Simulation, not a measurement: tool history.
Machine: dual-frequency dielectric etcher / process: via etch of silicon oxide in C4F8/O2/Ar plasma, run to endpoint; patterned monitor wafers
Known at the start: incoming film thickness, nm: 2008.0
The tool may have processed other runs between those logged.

run  hour  source power (kW)  bias power (kW)  endpoint time (s)
  1   0.0              2.300            2.438             374.12
  2   0.7              2.300            2.180             388.90
  3   4.4              2.300            2.462             370.21
  4   7.9              2.460            2.548             355.63
  5  12.9              2.090            2.548             377.82
  6  16.6              2.310            2.548             362.43
  7  24.4              2.310            2.548             365.81
  8  32.7              2.470            2.637             351.84
  9  34.8              2.600            2.715             342.52
 10  41.0              2.700            2.789             335.89

Expected results for the next run?
 11  43.8              2.790            2.859                  ?

endpoint time (s): 329.07
